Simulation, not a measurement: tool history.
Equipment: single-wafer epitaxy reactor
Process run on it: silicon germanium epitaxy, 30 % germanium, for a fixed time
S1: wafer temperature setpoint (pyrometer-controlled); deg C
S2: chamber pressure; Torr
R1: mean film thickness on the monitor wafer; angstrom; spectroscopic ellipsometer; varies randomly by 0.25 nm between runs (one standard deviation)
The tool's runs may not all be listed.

Run 1, hour 0.0: S1 595 deg C, S2 23.7 Torr. Result: R1 528.58 angstrom.
Run 2, hour 8.2: S1 592 deg C, S2 23.6 Torr. Result: R1 502.16 angstrom.
Run 3, hour 16.7: S1 597 deg C, S2 23.6 Torr. Result: R1 545.65 angstrom.
Run 4, hour 18.2: S1 607 deg C, S2 23.6 Torr. Result: R1 644.99 angstrom.
Run 5, hour 20.1: S1 601 deg C, S2 23.4 Torr. Result: R1 576.79 angstrom.
Run 6, hour 25.8: S1 596 deg C, S2 23.3 Torr. Result: R1 534.96 angstrom.
Run 7, hour 30.6: S1 593 deg C, S2 23.2 Torr. Result: R1 508.13 angstrom.
Run 8, hour 36.9: S1 593 deg C, S2 23.2 Torr. Result: R1 500.83 angstrom.
Run 9, hour 38.2: S1 591 deg C, S2 23.2 Torr. Result: R1 491.11 angstrom.
At hour 42.2: pyrometer calibrated.
Run 10, hour 42.2: S1 590 deg C, S2 23.2 Torr. Result: R1 505.70 angstrom.

Run 11 comes next. What will it give?
Run 11, hour 47.2: S1 587 deg C, S2 23.0 Torr. Result: R1 ?.

Run 11 came out at R1 479.21 angstrom.

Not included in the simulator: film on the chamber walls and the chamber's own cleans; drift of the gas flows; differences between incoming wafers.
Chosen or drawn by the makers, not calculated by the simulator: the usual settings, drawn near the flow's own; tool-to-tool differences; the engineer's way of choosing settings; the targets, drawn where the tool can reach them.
